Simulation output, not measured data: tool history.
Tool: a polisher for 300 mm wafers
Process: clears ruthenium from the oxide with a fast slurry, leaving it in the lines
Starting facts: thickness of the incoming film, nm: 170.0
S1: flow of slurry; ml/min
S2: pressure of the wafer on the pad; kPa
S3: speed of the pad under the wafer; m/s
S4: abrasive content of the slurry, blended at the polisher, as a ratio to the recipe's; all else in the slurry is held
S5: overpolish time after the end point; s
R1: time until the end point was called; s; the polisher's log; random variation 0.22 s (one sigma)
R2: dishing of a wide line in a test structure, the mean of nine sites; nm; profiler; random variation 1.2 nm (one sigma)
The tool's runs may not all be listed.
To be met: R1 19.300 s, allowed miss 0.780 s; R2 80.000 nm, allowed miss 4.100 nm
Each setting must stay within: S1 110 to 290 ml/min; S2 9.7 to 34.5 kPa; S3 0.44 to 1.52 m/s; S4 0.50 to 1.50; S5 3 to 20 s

run 1 hour=0.0 | S1=185 S2=22.1 S3=0.98 S4=1.00 S5=10 | R1=34.972 R2=37.571
run 2 hour=7.8 | S1=185 S2=24.8 S3=1.00 S4=1.00 S5=11 | R1=32.139 R2=46.325
run 3 hour=12.4 | S1=190 S2=26.9 S3=1.04 S4=1.00 S5=11 | R1=28.715 R2=47.285
run 4 hour=19.7 | S1=190 S2=28.3 S3=1.08 S4=1.00 S5=12 | R1=26.631 R2=54.787
-- hour=27.3 head pressure recalibrated
run 5 hour=27.3 | S1=190 S2=28.3 S3=1.08 S4=0.90 S5=12 | R1=26.942 R2=55.117
run 6 hour=28.4 | S1=190 S2=28.3 S3=1.08 S4=0.80 S5=12 | R1=28.180 R2=52.675
run 7 hour=37.4 | S1=190 S2=29.6 S3=1.12 S4=0.80 S5=12 | R1=26.156 R2=54.758
run 8 hour=41.2 | S1=195 S2=34.5 S3=1.26 S4=0.85 S5=14 | R1=19.877 R2=74.832
run 9 hour=43.7 | S1=195 S2=34.5 S3=1.28 S4=0.85 S5=14 | R1=20.145 R2=73.681

Which one of the following 4 next-run settings gets every result inside its allowed miss? There is exactly one.
run A hour=46.2 | S1=185 S2=32.4 S3=1.24 S4=0.85 S5=18 | R1=? R2=?
run B hour=46.2 | S1=200 S2=34.5 S3=1.34 S4=0.80 S5=11 | R1=? R2=?
run C hour=46.2 | S1=220 S2=26.9 S3=1.30 S4=0.95 S5=17 | R1=? R2=?
run D hour=46.2 | S1=220 S2=31.0 S3=1.38 S4=0.95 S5=15 | R1=? R2=?

move=A R1=21.731 R2=83.655
move=B R1=19.645 R2=64.845
move=C R1=22.801 R2=78.478
move=D R1=19.194 R2=80.787
A: the furthest-off result lands on target, but another misses its tolerance
B: lands further from the targets than the last run did
C: the furthest-off result lands on target, but another misses its tolerance
D: in spec on every target
So the answer is move D, the one that meets all the targets.

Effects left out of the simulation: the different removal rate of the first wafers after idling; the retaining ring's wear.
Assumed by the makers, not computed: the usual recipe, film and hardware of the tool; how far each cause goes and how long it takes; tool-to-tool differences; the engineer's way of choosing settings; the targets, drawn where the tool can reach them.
